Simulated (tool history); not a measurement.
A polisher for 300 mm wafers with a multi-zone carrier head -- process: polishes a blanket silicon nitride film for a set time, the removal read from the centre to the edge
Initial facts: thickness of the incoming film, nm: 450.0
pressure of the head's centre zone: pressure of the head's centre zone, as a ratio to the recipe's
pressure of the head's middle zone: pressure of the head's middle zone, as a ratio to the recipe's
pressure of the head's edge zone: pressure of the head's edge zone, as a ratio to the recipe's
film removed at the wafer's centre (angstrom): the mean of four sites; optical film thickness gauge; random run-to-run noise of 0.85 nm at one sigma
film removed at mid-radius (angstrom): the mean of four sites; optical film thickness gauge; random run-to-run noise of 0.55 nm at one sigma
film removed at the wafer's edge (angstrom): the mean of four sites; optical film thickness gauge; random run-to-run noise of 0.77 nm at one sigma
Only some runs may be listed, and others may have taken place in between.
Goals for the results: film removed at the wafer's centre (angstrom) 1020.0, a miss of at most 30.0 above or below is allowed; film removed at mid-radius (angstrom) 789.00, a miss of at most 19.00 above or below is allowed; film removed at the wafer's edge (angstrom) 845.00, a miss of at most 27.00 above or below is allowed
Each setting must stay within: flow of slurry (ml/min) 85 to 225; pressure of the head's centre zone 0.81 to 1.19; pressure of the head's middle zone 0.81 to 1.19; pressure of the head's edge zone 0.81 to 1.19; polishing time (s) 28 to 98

| run | hour | flow of slurry (ml/min) | pressure of the head's centre zone | pressure of the head's middle zone | pressure of the head's edge zone | polishing time (s) | film removed at the wafer's centre (angstrom) | film removed at mid-radius (angstrom) | film removed at the wafer's edge (angstrom) |
|---|---|---|---|---|---|---|---|---|---|
| 1 | 0.0 | 145 | 1.00 | 1.00 | 1.00 | 63 | 1069.4 | 1023.30 | 1060.10 |
| 2 | 4.4 | 140 | 1.02 | 0.98 | 0.97 | 62 | 1061.3 | 985.19 | 1026.10 |
| 3 | 12.4 | 135 | 1.04 | 0.96 | 0.94 | 61 | 1048.3 | 950.36 | 999.99 |
| 4 | 18.2 | 135 | 1.07 | 0.95 | 0.92 | 59 | 1040.8 | 907.89 | 955.39 |
| 5 | 21.3 | 135 | 1.07 | 0.95 | 0.92 | 70 | 1229.8 | 1071.70 | 1134.90 |
| 6 | 22.9 | 135 | 1.09 | 0.94 | 0.90 | 67 | 1223.0 | 1016.20 | 1076.80 |
| 7 | 24.7 | 135 | 1.10 | 0.93 | 0.88 | 64 | 1154.9 | 965.49 | 1002.90 |
| 8 | 31.7 | 130 | 1.11 | 0.91 | 0.87 | 62 | 1134.7 | 899.00 | 975.15 |
| 9 | 39.5 | 125 | 1.11 | 0.91 | 0.86 | 61 | 1084.0 | 880.78 | 943.64 |

5 candidate next runs follow, results not yet known. Just one meets every target within its allowed miss. Identify it.
| A | 47.3 | 170 | 1.12 | 0.88 | 0.85 | 52 | ? | ? | ? |
| B | 47.3 | 135 | 1.12 | 0.96 | 0.85 | 54 | ? | ? | ? |
| C | 47.3 | 85 | 1.06 | 0.85 | 0.93 | 77 | ? | ? | ? |
| D | 47.3 | 120 | 0.88 | 0.94 | 0.84 | 74 | ? | ? | ? |
| E | 47.3 | 145 | 1.13 | 0.81 | 0.96 | 61 | ? | ? | ? |

| move | film removed at the wafer's centre (angstrom) | film removed at mid-radius (angstrom) | film removed at the wafer's edge (angstrom) |
|---|---|---|---|
| A | 1001.4 | 783.69 | 818.31 |
| B | 986.3 | 832.68 | 820.41 |
| C | 1125.1 | 931.13 | 1106.60 |
| D | 1024.7 | 1090.30 | 1095.60 |
| E | 1143.6 | 833.84 | 993.31 |
A: meets every target
B: closer than the last run, but not yet in spec
C: lands further from the targets than the last run did
D: lands further from the targets than the last run did
E: lands further from the targets than the last run did
A is the move that brings every result within its allowed miss.

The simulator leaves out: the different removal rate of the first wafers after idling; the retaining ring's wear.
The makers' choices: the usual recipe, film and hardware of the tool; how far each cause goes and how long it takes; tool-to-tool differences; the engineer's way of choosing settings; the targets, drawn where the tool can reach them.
